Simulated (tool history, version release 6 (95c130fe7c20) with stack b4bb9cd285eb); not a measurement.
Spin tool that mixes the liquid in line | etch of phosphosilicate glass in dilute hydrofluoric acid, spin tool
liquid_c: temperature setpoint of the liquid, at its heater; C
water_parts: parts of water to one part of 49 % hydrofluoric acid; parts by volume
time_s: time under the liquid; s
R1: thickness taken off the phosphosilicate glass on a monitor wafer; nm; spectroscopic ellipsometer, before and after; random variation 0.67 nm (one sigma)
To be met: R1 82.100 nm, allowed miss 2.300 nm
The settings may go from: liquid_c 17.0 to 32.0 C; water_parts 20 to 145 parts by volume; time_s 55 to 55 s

{"run": 1, "day": 0.0, "liquid_c": 24.0, "water_parts": 80, "time_s": 55, "R1": 41.474}
{"run": 2, "day": 0.167, "liquid_c": 24.0, "water_parts": 80, "time_s": 55, "R1": 41.469}
{"run": 3, "day": 0.362, "liquid_c": 24.0, "water_parts": 105, "time_s": 55, "R1": 30.231}
{"run": 4, "day": 0.654, "liquid_c": 25.0, "water_parts": 100, "time_s": 55, "R1": 33.522}
{"run": 5, "day": 0.754, "liquid_c": 25.5, "water_parts": 95, "time_s": 55, "R1": 35.737}
{"run": 6, "day": 0.829, "liquid_c": 26.0, "water_parts": 90, "time_s": 55, "R1": 39.054}
{"run": 7, "day": 1.038, "liquid_c": 26.5, "water_parts": 85, "time_s": 55, "R1": 42.697}
{"run": 8, "day": 1.225, "liquid_c": 27.0, "water_parts": 80, "time_s": 55, "R1": 46.762}
{"run": 9, "day": 1.379, "liquid_c": 31.0, "water_parts": 50, "time_s": 55, "R1": 91.115}
{"run": 10, "day": 1.479, "liquid_c": 30.0, "water_parts": 50, "time_s": 55, "R1": 88.031}

Which of these 5 next moves meets every target?
{"run": "A", "day": 1.579, "liquid_c": 29.0, "water_parts": 45, "time_s": 55, "R1": "?"}
{"run": "B", "day": 1.579, "liquid_c": 28.5, "water_parts": 55, "time_s": 55, "R1": "?"}
{"run": "C", "day": 1.579, "liquid_c": 29.0, "water_parts": 55, "time_s": 55, "R1": "?"}
{"run": "D", "day": 1.579, "liquid_c": 32.0, "water_parts": 60, "time_s": 55, "R1": "?"}
{"run": "E", "day": 1.579, "liquid_c": 31.0, "water_parts": 55, "time_s": 55, "R1": "?"}

move=A R1=95.305
move=B R1=75.315
move=C R1=76.816
move=D R1=78.501
move=E R1=83.056
A: further off than the last run
B: takes the result that was furthest off past its target
C: takes the result that was furthest off past its target
D: takes the result that was furthest off past its target
E: meets every target
Move E is the one to make.
